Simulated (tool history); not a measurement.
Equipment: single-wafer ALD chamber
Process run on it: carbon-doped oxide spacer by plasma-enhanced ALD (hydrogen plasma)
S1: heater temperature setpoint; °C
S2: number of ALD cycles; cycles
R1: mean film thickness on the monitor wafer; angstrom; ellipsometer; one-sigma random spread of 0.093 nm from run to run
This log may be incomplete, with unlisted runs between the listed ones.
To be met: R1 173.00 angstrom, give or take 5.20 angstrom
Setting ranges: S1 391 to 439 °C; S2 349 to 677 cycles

{"run": 1, "day": 0.0, "S1": 415, "S2": 513, "R1": 215.78}
{"run": 2, "day": 0.221, "S1": 410, "S2": 513, "R1": 220.0}
{"run": 3, "day": 0.533, "S1": 410, "S2": 544, "R1": 232.48}
{"run": 4, "day": 0.583, "S1": 412, "S2": 513, "R1": 218.39}
{"run": 5, "day": 0.696, "S1": 402, "S2": 513, "R1": 226.18}
{"run": 6, "day": 0.854, "S1": 405, "S2": 487, "R1": 211.01}
{"run": 7, "day": 0.942, "S1": 407, "S2": 469, "R1": 201.75}
{"run": 8, "day": 1.188, "S1": 409, "S2": 456, "R1": 197.63}
{"run": 9, "day": 1.508, "S1": 410, "S2": 443, "R1": 189.23}

Which single option among these 5 for the next run brings every result within its allowed miss of target? Just one does.
{"run": "A", "day": 1.829, "S1": 404, "S2": 485, "R1": "?"}
{"run": "B", "day": 1.829, "S1": 410, "S2": 514, "R1": "?"}
{"run": "C", "day": 1.829, "S1": 405, "S2": 437, "R1": "?"}
{"run": "D", "day": 1.829, "S1": 404, "S2": 488, "R1": "?"}
{"run": "E", "day": 1.829, "S1": 408, "S2": 399, "R1": "?"}

move=A R1=210.16
move=B R1=219.14
move=C R1=188.86
move=D R1=211.46
move=E R1=171.04
A: moves away from the targets compared with the last run
B: moves away from the targets compared with the last run
C: just as far off the targets as the last run
D: moves away from the targets compared with the last run
E: meets every target
Move E is the one to make.
